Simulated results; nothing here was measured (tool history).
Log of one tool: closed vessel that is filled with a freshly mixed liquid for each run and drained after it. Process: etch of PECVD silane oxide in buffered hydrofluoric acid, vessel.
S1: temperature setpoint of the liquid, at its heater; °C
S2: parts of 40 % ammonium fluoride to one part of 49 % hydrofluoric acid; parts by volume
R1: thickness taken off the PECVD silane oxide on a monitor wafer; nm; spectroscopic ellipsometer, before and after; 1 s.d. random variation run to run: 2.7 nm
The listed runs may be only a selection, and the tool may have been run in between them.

{"run": 1, "hour": 0.0, "S1": 24.0, "S2": 9.0, "time in the liquid (s)": 105, "R1": 562.92}
{"run": 2, "hour": 1.2, "S1": 24.0, "S2": 9.0, "time in the liquid (s)": 105, "R1": 569.31}
{"run": 3, "hour": 6.0, "S1": 21.0, "S2": 9.0, "time in the liquid (s)": 105, "R1": 478.87}
{"run": 4, "hour": 10.0, "S1": 24.0, "S2": 9.0, "time in the liquid (s)": 105, "R1": 568.05}
{"run": 5, "hour": 12.0, "S1": 24.0, "S2": 9.0, "time in the liquid (s)": 105, "R1": 566.41}
{"run": 6, "hour": 16.1, "S1": 24.0, "S2": 9.0, "time in the liquid (s)": 115, "R1": 622.3}
{"run": 7, "hour": 23.3, "S1": 22.0, "S2": 9.5, "time in the liquid (s)": 115, "R1": 535.15}

The next listed run, before its measurement:
{"run": 8, "hour": 29.3, "S1": 20.5, "S2": 10.0, "time in the liquid (s)": 115, "R1": "?"}

{"run 8": {"R1": 472.62}}
